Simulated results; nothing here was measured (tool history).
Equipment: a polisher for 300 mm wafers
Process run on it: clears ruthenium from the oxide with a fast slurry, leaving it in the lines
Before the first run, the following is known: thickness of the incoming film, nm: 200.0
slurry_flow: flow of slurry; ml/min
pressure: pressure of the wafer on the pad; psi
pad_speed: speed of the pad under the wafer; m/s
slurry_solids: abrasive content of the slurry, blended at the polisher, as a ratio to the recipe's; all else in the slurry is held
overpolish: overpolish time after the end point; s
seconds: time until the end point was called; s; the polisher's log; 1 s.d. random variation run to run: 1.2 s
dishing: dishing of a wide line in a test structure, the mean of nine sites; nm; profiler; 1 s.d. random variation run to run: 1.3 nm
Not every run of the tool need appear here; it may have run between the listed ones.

| run | day | slurry_flow | pressure | pad_speed | slurry_solids | overpolish | seconds | dishing |
|---|---|---|---|---|---|---|---|---|
| 1 | 0 | 315 | 2.9 | 0.88 | 1 | 29 | 60.222 | 68.602 |
| 2 | 0.275 | 315 | 3.3 | 0.88 | 1 | 29 | 54.881 | 72.237 |
| 3 | 0.367 | 315 | 2.8 | 0.86 | 1 | 31 | 60.886 | 68.816 |
| 4 | 0.521 | 315 | 2.8 | 0.86 | 1 | 21 | 62.548 | 49.403 |
| 5 | 0.571 | 315 | 2.4 | 0.84 | 1 | 27 | 71.465 | 53.001 |
|  | 0.638 | worn pad replaced by a new one |
| 6 | 0.638 | 315 | 2.4 | 0.84 | 0.8 | 27 | 70.831 | 54.817 |

Run 7 comes next. What will it give?
| 7 | 0.925 | 315 | 2.2 | 0.84 | 0.8 | 31 | ? | ? |

{"run 7": {"seconds": 75.586, "dishing": 59.634}}
